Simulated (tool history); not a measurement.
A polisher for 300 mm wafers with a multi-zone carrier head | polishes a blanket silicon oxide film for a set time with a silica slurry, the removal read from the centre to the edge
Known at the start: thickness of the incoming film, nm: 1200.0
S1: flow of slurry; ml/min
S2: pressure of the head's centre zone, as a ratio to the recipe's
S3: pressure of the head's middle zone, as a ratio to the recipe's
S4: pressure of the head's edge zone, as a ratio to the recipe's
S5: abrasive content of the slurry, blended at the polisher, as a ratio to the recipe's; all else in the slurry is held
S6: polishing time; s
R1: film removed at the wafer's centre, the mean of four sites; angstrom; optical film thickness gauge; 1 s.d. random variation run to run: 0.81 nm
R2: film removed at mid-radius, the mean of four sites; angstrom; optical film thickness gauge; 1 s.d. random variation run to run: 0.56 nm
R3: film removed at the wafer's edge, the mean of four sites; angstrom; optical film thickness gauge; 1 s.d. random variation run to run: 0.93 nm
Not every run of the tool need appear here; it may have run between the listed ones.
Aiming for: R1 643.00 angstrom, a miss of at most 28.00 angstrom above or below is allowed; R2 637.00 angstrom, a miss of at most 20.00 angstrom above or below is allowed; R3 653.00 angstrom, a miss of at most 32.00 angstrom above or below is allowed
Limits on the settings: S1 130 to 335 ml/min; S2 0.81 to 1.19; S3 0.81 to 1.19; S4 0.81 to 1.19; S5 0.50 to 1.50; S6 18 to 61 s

{"run": 1, "hour": 0.0, "S1": 215, "S2": 1.0, "S3": 1.0, "S4": 1.0, "S5": 1.0, "S6": 39, "R1": 1107.3, "R2": 1089.8, "R3": 1093.1}
{"run": 2, "hour": 4.7, "S1": 210, "S2": 0.98, "S3": 0.97, "S4": 0.96, "S5": 0.85, "S6": 36, "R1": 930.23, "R2": 917.56, "R3": 936.0}
{"run": 3, "hour": 11.8, "S1": 210, "S2": 0.97, "S3": 0.96, "S4": 0.93, "S5": 0.75, "S6": 34, "R1": 812.92, "R2": 795.34, "R3": 825.52}
{"run": 4, "hour": 19.0, "S1": 160, "S2": 0.97, "S3": 0.96, "S4": 0.93, "S5": 0.75, "S6": 34, "R1": 798.47, "R2": 782.15, "R3": 793.06}
{"run": 5, "hour": 21.7, "S1": 160, "S2": 0.97, "S3": 0.96, "S4": 0.97, "S5": 0.75, "S6": 34, "R1": 773.22, "R2": 766.71, "R3": 827.83}
{"run": 6, "hour": 25.8, "S1": 180, "S2": 0.97, "S3": 0.96, "S4": 0.97, "S5": 0.75, "S6": 34, "R1": 817.85, "R2": 784.76, "R3": 827.39}
{"run": 7, "hour": 31.2, "S1": 175, "S2": 0.96, "S3": 0.95, "S4": 0.94, "S5": 0.65, "S6": 33, "R1": 714.34, "R2": 699.28, "R3": 710.1}
{"run": 8, "hour": 37.1, "S1": 175, "S2": 0.94, "S3": 0.93, "S4": 0.93, "S5": 0.65, "S6": 33, "R1": 707.69, "R2": 694.72, "R3": 737.7}
{"run": 9, "hour": 41.1, "S1": 170, "S2": 0.93, "S3": 0.93, "S4": 0.91, "S5": 0.6, "S6": 33, "R1": 671.95, "R2": 658.19, "R3": 682.72}
{"run": 10, "hour": 42.5, "S1": 165, "S2": 0.92, "S3": 0.93, "S4": 0.9, "S5": 0.6, "S6": 33, "R1": 660.79, "R2": 666.06, "R3": 674.23}

Which of these 5 next moves meets every target?
{"run": "A", "hour": 43.9, "S1": 180, "S2": 0.85, "S3": 0.95, "S4": 0.82, "S5": 0.6, "S6": 33, "R1": "?", "R2": "?", "R3": "?"}
{"run": "B", "hour": 43.9, "S1": 170, "S2": 0.81, "S3": 0.93, "S4": 0.86, "S5": 0.6, "S6": 32, "R1": "?", "R2": "?", "R3": "?"}
{"run": "C", "hour": 43.9, "S1": 210, "S2": 0.96, "S3": 0.97, "S4": 0.96, "S5": 0.5, "S6": 33, "R1": "?", "R2": "?", "R3": "?"}
{"run": "D", "hour": 43.9, "S1": 170, "S2": 0.89, "S3": 0.88, "S4": 1.02, "S5": 0.7, "S6": 30, "R1": "?", "R2": "?", "R3": "?"}
{"run": "E", "hour": 43.9, "S1": 190, "S2": 1.02, "S3": 0.88, "S4": 0.84, "S5": 0.65, "S6": 31, "R1": "?", "R2": "?", "R3": "?"}

move=A R1=641.22 R2=683.66 R3=661.82
move=B R1=593.42 R2=646.78 R3=650.70
move=C R1=655.94 R2=645.66 R3=658.12
move=D R1=643.60 R2=630.60 R3=714.08
move=E R1=726.16 R2=640.31 R3=659.24
A: its largest miss is bigger than the last run's
B: brings the result that was furthest off to its target, and leaves another outside
C: every result within its allowed miss
D: brings the result that was furthest off to its target, and leaves another outside
E: brings the result that was furthest off to its target, and leaves another outside
C meets every target.

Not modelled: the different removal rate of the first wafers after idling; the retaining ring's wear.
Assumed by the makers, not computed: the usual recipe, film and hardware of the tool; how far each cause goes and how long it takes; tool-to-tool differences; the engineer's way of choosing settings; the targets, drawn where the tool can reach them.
